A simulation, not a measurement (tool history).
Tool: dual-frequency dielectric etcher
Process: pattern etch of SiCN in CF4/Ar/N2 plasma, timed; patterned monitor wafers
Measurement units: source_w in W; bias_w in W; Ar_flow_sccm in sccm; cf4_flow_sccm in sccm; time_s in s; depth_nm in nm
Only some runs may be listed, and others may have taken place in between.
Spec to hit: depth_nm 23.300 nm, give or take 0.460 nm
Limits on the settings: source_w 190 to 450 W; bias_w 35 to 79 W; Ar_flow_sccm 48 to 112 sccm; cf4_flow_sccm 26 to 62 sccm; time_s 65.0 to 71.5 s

run 1 hour=0.0 | source_w=320 bias_w=57 Ar_flow_sccm=80 cf4_flow_sccm=44 time_s=71.5 | depth_nm=38.719
run 2 hour=0.9 | source_w=300 bias_w=53 Ar_flow_sccm=82 cf4_flow_sccm=43 time_s=71.5 | depth_nm=35.228
run 3 hour=4.6 | source_w=300 bias_w=53 Ar_flow_sccm=82 cf4_flow_sccm=43 time_s=65.0 | depth_nm=32.257
run 4 hour=10.0 | source_w=280 bias_w=53 Ar_flow_sccm=82 cf4_flow_sccm=43 time_s=65.0 | depth_nm=29.441
run 5 hour=10.6 | source_w=270 bias_w=53 Ar_flow_sccm=82 cf4_flow_sccm=43 time_s=65.0 | depth_nm=28.534
run 6 hour=19.3 | source_w=260 bias_w=53 Ar_flow_sccm=82 cf4_flow_sccm=43 time_s=65.0 | depth_nm=27.308
run 7 hour=25.8 | source_w=250 bias_w=53 Ar_flow_sccm=82 cf4_flow_sccm=43 time_s=65.0 | depth_nm=26.056
run 8 hour=30.8 | source_w=230 bias_w=53 Ar_flow_sccm=82 cf4_flow_sccm=43 time_s=65.0 | depth_nm=24.156
run 9 hour=39.5 | source_w=220 bias_w=53 Ar_flow_sccm=82 cf4_flow_sccm=43 time_s=65.0 | depth_nm=22.693
run 10 hour=47.4 | source_w=220 bias_w=53 Ar_flow_sccm=82 cf4_flow_sccm=43 time_s=65.0 | depth_nm=22.915

5 candidate next runs follow, results not yet known. Just one meets every target within its allowed miss. Identify it.
run A hour=55.3 | source_w=220 bias_w=46 Ar_flow_sccm=82 cf4_flow_sccm=44 time_s=66.0 | depth_nm=?
run B hour=55.3 | source_w=210 bias_w=49 Ar_flow_sccm=84 cf4_flow_sccm=38 time_s=71.5 | depth_nm=?
run C hour=55.3 | source_w=200 bias_w=50 Ar_flow_sccm=76 cf4_flow_sccm=43 time_s=70.5 | depth_nm=?
run D hour=55.3 | source_w=210 bias_w=56 Ar_flow_sccm=85 cf4_flow_sccm=46 time_s=68.5 | depth_nm=?
run E hour=55.3 | source_w=210 bias_w=48 Ar_flow_sccm=87 cf4_flow_sccm=46 time_s=70.0 | depth_nm=?

move=A depth_nm=21.870
move=B depth_nm=22.247
move=C depth_nm=21.769
move=D depth_nm=23.322
move=E depth_nm=22.323
A: lands further from the targets than the last run did
B: lands further from the targets than the last run did
C: lands further from the targets than the last run did
D: all results in spec
E: lands further from the targets than the last run did
Go with D: it meets all targets.
